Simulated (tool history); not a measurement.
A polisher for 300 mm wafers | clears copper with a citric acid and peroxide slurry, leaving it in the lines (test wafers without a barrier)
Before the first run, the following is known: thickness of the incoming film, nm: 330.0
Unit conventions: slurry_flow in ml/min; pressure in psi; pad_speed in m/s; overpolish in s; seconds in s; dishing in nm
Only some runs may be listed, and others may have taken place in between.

run	hour	slurry_flow	pressure	pad_speed	slurry_solids	overpolish	seconds	dishing
1	0	160	4.1	1.42	1	10	77.631	31.074
2	0.9	190	4.1	1.42	1	10	76.357	31.407
3	9.1	190	3.6	1.3	1	10	97.104	25.733
4	17.5	190	3.6	1.52	1	10	82.572	29.827
5	19.8	190	3.2	1.42	1	10	97.921	25.189
6	25.7	150	3.2	1.42	1	10	101.79	24.92
7	29.4	150	2.9	1.34	1	10	118.25	21.624
8	37.3	135	1.9	1.02	0.95	12	238.65	13.231
9	39.3	140	2	1.02	0.95	12	220.34	14.254
10	42.6	145	2.1	1.02	0.95	12	213.2	14.872

What does the tool deliver on the next run?
11	49.2	150	2.1	1.02	0.95	12	?	?

Run 11 yielded seconds 203.53 s, dishing 14.948 nm.

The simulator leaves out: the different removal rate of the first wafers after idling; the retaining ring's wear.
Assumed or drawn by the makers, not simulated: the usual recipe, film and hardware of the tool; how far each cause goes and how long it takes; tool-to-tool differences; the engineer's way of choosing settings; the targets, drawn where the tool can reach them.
